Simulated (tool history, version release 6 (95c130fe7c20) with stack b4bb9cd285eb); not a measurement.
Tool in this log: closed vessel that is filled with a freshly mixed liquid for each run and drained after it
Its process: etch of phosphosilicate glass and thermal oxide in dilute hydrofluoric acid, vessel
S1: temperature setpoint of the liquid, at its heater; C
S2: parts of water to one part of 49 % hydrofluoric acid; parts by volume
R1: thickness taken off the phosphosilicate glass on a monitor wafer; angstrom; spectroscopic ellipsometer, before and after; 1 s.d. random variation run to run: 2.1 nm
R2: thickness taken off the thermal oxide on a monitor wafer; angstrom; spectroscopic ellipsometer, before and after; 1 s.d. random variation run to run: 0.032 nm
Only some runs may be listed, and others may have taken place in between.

{"run": 1, "hour": 0.0, "S1": 24.0, "S2": 70, "time in the liquid (s)": 60, "R1": 1596.3, "R2": 37.464}
{"run": 2, "hour": 6.9, "S1": 24.0, "S2": 45, "time in the liquid (s)": 60, "R1": 2587.6, "R2": 60.42}
{"run": 3, "hour": 11.1, "S1": 24.0, "S2": 25, "time in the liquid (s)": 60, "R1": 4784.1, "R2": 110.04}
{"run": 4, "hour": 16.2, "S1": 22.0, "S2": 30, "time in the liquid (s)": 60, "R1": 3595.7, "R2": 84.57}
{"run": 5, "hour": 20.9, "S1": 22.0, "S2": 30, "time in the liquid (s)": 80, "R1": 4789.7, "R2": 112.54}
{"run": 6, "hour": 23.9, "S1": 24.5, "S2": 30, "time in the liquid (s)": 80, "R1": 5309.5, "R2": 126.18}
{"hour": 24.9, "done": "thermometer replaced"}
{"run": 7, "hour": 24.9, "S1": 22.5, "S2": 35, "time in the liquid (s)": 80, "R1": 4460.6, "R2": 104.68}
{"run": 8, "hour": 33.3, "S1": 21.0, "S2": 40, "time in the liquid (s)": 80, "R1": 3673.6, "R2": 84.716}
{"run": 9, "hour": 41.4, "S1": 20.0, "S2": 45, "time in the liquid (s)": 80, "R1": 3070.1, "R2": 72.521}

Run 10 has not been measured yet. What should we expect?
{"run": 10, "hour": 43.5, "S1": 19.0, "S2": 45, "time in the liquid (s)": 80, "R1": "?", "R2": "?"}

{"run 10": {"R1": 2976.8, "R2": 69.321}}

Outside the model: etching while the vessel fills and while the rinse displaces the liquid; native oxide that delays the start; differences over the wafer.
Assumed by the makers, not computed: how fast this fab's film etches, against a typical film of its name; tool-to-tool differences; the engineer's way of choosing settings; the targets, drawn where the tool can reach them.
